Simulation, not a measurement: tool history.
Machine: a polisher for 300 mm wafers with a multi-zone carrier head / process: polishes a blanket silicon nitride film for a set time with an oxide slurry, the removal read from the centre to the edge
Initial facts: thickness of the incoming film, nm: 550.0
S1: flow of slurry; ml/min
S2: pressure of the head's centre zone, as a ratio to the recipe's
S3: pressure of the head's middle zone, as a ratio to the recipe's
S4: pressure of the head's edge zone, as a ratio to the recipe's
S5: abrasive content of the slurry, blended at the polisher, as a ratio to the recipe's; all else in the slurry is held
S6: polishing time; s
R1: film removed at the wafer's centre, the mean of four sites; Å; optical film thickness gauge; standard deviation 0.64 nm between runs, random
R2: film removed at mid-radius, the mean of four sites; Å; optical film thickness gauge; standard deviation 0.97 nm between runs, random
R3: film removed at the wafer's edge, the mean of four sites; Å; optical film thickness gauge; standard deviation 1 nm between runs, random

run	hour	S1	S2	S3	S4	S5	S6	R1	R2	R3
1	0.0	245	1.00	1.00	1.00	1.00	77	891.80	876.29	876.36
2	6.7	250	0.98	1.02	1.04	1.10	77	922.20	950.01	950.76
3	13.6	260	0.97	1.04	1.07	1.15	77	928.40	982.49	978.38
4	20.9	260	0.90	1.04	1.07	1.15	77	875.41	1003.60	974.09
5	22.4	260	0.90	1.05	1.09	1.25	77	891.45	1038.20	1030.40
6	28.8	235	0.90	1.05	1.09	1.25	77	891.01	1023.40	1021.90

Predict the results of run 7:
7	35.8	305	0.91	1.12	1.19	1.50	77	?	?	?

R1: 998.88 Å
R2: 1198.80 Å
R3: 1183.10 Å
